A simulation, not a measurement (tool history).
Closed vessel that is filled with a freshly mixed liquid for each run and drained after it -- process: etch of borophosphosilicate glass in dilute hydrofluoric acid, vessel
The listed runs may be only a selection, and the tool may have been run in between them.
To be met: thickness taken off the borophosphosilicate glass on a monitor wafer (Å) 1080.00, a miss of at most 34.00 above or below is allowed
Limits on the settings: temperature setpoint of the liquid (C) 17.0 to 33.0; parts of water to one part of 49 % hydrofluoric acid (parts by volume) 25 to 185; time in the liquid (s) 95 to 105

| run | hour | temperature setpoint of the liquid (C) | parts of water to one part of 49 % hydrofluoric acid (parts by volume) | time in the liquid (s) | thickness taken off the borophosphosilicate glass on a monitor wafer (Å) |
|---|---|---|---|---|---|
| 1 | 0.0 | 25.0 | 105 | 95 | 474.43 |
| 2 | 9.0 | 26.5 | 105 | 95 | 502.46 |
| 3 | 12.6 | 26.5 | 105 | 95 | 506.63 |
| 4 | 19.8 | 27.5 | 100 | 95 | 557.67 |
| 5 | 27.2 | 24.0 | 100 | 95 | 481.75 |
| 6 | 36.2 | 24.0 | 100 | 105 | 538.49 |
| 7 | 44.9 | 25.0 | 95 | 105 | 589.23 |
| 8 | 46.9 | 26.0 | 90 | 105 | 658.15 |
| 9 | 48.3 | 27.0 | 85 | 105 | 721.89 |
| 10 | 49.5 | 27.5 | 85 | 105 | 730.55 |
| 11 | 56.5 | 28.0 | 85 | 105 | 755.48 |
| 12 | 60.7 | 28.5 | 85 | 105 | 766.45 |
| 13 | 65.2 | 32.5 | 65 | 105 | 1201.90 |

Below are 5 possible settings for the next run. Only one of them brings all results inside the allowed miss of their targets. Which is it?
| A | 69.7 | 31.5 | 60 | 95 | ? |
| B | 69.7 | 32.5 | 65 | 95 | ? |
| C | 69.7 | 33.0 | 65 | 100 | ? |
| D | 69.7 | 32.0 | 65 | 105 | ? |
| E | 69.7 | 30.0 | 60 | 105 | ? |

| move | thickness taken off the borophosphosilicate glass on a monitor wafer (Å) |
|---|---|
| A | 1142.10 |
| B | 1086.60 |
| C | 1165.60 |
| D | 1178.40 |
| E | 1191.20 |
A: nearer than the last run, and not there yet
B: hits every target within its allowed miss
C: nearer than the last run, and not there yet
D: nearer than the last run, and not there yet
E: nearer than the last run, and not there yet
B is the move that brings every result within its allowed miss.
